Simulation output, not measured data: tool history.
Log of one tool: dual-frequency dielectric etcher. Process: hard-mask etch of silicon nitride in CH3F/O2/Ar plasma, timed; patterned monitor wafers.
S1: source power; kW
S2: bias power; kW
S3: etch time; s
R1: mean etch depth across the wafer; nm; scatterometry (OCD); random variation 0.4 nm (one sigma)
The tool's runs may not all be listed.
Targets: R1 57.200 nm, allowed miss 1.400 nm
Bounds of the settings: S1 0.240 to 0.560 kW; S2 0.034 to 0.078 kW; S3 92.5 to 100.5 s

run,hour,S1,S2,S3,R1
1,0.0,0.400,0.056,100.5,65.279
2,6.8,0.380,0.055,100.0,63.549
3,11.5,0.420,0.055,100.0,66.157
4,14.5,0.420,0.055,100.5,65.751
5,16.1,0.390,0.053,100.0,62.679
6,24.4,0.390,0.053,100.5,63.341
7,28.2,0.310,0.049,99.5,55.416
8,35.4,0.320,0.049,99.5,55.646

4 next moves are on the table. One of them brings every result within its allowed miss. Which?
A,42.6,0.350,0.053,94.5,?
B,42.6,0.280,0.050,100.5,?
C,42.6,0.370,0.055,94.5,?
D,42.6,0.320,0.060,95.5,?

move,R1
A,56.608
B,53.510
C,58.977
D,58.998
A: meets every target
B: further off than the last run
C: takes the result that was furthest off past its target
D: takes the result that was furthest off past its target
Answer: A

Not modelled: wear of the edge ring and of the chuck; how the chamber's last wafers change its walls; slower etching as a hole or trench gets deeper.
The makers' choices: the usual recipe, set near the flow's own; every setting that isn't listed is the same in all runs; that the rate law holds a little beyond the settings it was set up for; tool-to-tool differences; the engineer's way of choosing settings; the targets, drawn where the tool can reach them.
